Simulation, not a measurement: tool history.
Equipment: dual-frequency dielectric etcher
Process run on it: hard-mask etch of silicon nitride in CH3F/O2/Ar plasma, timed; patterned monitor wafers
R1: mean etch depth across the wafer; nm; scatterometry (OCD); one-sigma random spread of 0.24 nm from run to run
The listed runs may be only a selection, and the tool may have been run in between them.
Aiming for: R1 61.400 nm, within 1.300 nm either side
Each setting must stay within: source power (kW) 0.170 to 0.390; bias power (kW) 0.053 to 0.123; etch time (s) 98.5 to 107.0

{"run": 1, "hour": 0.0, "source power (kW)": 0.28, "bias power (kW)": 0.088, "etch time (s)": 107.0, "R1": 70.715}
{"run": 2, "hour": 1.3, "source power (kW)": 0.28, "bias power (kW)": 0.103, "etch time (s)": 107.0, "R1": 75.204}
{"run": 3, "hour": 10.2, "source power (kW)": 0.26, "bias power (kW)": 0.099, "etch time (s)": 106.5, "R1": 71.416}
{"run": 4, "hour": 16.2, "source power (kW)": 0.24, "bias power (kW)": 0.097, "etch time (s)": 106.5, "R1": 69.782}
{"run": 5, "hour": 18.3, "source power (kW)": 0.24, "bias power (kW)": 0.097, "etch time (s)": 107.0, "R1": 69.418}
{"run": 6, "hour": 27.2, "source power (kW)": 0.23, "bias power (kW)": 0.095, "etch time (s)": 106.5, "R1": 68.06}
{"run": 7, "hour": 34.6, "source power (kW)": 0.22, "bias power (kW)": 0.093, "etch time (s)": 106.0, "R1": 66.537}
{"run": 8, "hour": 39.9, "source power (kW)": 0.21, "bias power (kW)": 0.091, "etch time (s)": 106.0, "R1": 64.728}
{"run": 9, "hour": 43.7, "source power (kW)": 0.2, "bias power (kW)": 0.09, "etch time (s)": 106.0, "R1": 63.69}

Consider the 5 candidate settings below. Which is the only one whose results all fall within their allowed miss of target?
{"run": "A", "hour": 47.5, "source power (kW)": 0.24, "bias power (kW)": 0.084, "etch time (s)": 104.0, "R1": "?"}
{"run": "B", "hour": 47.5, "source power (kW)": 0.21, "bias power (kW)": 0.084, "etch time (s)": 107.0, "R1": "?"}
{"run": "C", "hour": 47.5, "source power (kW)": 0.19, "bias power (kW)": 0.105, "etch time (s)": 103.0, "R1": "?"}
{"run": "D", "hour": 47.5, "source power (kW)": 0.17, "bias power (kW)": 0.101, "etch time (s)": 107.0, "R1": "?"}
{"run": "E", "hour": 47.5, "source power (kW)": 0.2, "bias power (kW)": 0.092, "etch time (s)": 102.0, "R1": "?"}

move=A R1=64.663
move=B R1=63.740
move=C R1=64.648
move=D R1=63.960
move=E R1=61.880
A: misses by more than the last run did
B: about the same distance from the targets as the last run
C: misses by more than the last run did
D: misses by more than the last run did
E: every result within its allowed miss
Go with E: it meets all targets.

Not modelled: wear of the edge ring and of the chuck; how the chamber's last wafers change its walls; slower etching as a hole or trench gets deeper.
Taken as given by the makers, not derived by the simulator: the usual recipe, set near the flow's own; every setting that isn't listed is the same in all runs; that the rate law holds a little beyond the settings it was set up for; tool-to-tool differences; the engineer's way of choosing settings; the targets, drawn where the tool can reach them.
